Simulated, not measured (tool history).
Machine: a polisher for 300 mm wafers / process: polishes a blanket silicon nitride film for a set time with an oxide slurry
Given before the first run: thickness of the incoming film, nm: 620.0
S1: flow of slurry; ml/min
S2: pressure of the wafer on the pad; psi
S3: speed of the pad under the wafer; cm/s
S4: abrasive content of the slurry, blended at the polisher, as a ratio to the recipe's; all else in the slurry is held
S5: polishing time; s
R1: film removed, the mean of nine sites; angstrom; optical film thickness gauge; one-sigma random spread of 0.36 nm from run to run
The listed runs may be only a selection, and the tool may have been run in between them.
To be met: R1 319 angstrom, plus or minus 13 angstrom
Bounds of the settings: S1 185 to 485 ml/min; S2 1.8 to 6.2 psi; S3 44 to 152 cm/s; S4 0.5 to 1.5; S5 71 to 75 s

run 1 hour=0 | S1=310 S2=4 S3=98 S4=1 S5=71 | R1=570.52
run 2 hour=7.3 | S1=310 S2=4 S3=88 S4=1 S5=71 | R1=516.6
run 3 hour=13.2 | S1=310 S2=3.4 S3=88 S4=1 S5=71 | R1=440.37
run 4 hour=15.6 | S1=310 S2=3.2 S3=88 S4=1 S5=71 | R1=423.22
run 5 hour=18.7 | S1=310 S2=3.2 S3=88 S4=1 S5=71 | R1=413.37
run 6 hour=21 | S1=310 S2=3.1 S3=88 S4=1 S5=71 | R1=398.99
run 7 hour=24.8 | S1=310 S2=3.1 S3=88 S4=1 S5=71 | R1=396.39
run 8 hour=30.5 | S1=310 S2=3 S3=88 S4=1 S5=71 | R1=389.03
run 9 hour=33.4 | S1=310 S2=2.9 S3=88 S4=1 S5=71 | R1=382.79
run 10 hour=36.8 | S1=310 S2=2.8 S3=88 S4=1 S5=71 | R1=366.56
run 11 hour=39 | S1=310 S2=2.7 S3=88 S4=1 S5=71 | R1=355.47
run 12 hour=46.1 | S1=310 S2=2.6 S3=88 S4=1 S5=71 | R1=337.37

Exactly one of the 4 candidate moves below puts every result within its allowed miss. Which one?
run A hour=53.2 | S1=335 S2=2.3 S3=108 S4=1 S5=71 | R1=?
run B hour=53.2 | S1=310 S2=2.4 S3=82 S4=0.95 S5=71 | R1=?
run C hour=53.2 | S1=305 S2=2.2 S3=84 S4=1.1 S5=71 | R1=?
run D hour=53.2 | S1=310 S2=2 S3=108 S4=1.05 S5=71 | R1=?

move=A R1=361.51
move=B R1=293.86
move=C R1=291.53
move=D R1=320.54
A: its largest miss is bigger than the last run's
B: the result that was furthest off in the last run now lies on the other side of its target
C: the result that was furthest off in the last run now lies on the other side of its target
D: meets every target
Move D is the one to make.

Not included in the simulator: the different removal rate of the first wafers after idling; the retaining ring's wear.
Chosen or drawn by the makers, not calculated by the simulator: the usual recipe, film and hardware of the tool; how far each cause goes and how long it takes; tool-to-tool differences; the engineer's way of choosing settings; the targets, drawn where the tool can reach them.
